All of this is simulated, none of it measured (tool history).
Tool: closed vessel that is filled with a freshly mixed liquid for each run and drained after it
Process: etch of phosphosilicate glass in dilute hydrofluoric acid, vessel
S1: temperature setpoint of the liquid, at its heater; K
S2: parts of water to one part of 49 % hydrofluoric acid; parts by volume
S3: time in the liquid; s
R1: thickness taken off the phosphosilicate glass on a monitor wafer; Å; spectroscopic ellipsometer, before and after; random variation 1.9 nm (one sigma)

{"run": 1, "hour": 0.0, "S1": 299.15, "S2": 55, "S3": 85, "R1": 1240.6}
{"run": 2, "hour": 2.5, "S1": 299.15, "S2": 55, "S3": 85, "R1": 1249.4}
{"run": 3, "hour": 8.0, "S1": 301.65, "S2": 55, "S3": 85, "R1": 1385.0}
{"run": 4, "hour": 10.8, "S1": 303.15, "S2": 50, "S3": 85, "R1": 1637.6}
{"run": 5, "hour": 11.9, "S1": 303.15, "S2": 50, "S3": 85, "R1": 1628.1}
{"run": 6, "hour": 18.0, "S1": 304.15, "S2": 50, "S3": 85, "R1": 1699.0}
{"run": 7, "hour": 20.8, "S1": 305.15, "S2": 50, "S3": 85, "R1": 1768.2}

The next listed run, before its measurement:
{"run": 8, "hour": 21.5, "S1": 305.65, "S2": 50, "S3": 85, "R1": "?"}

R1: 1782.9 Å
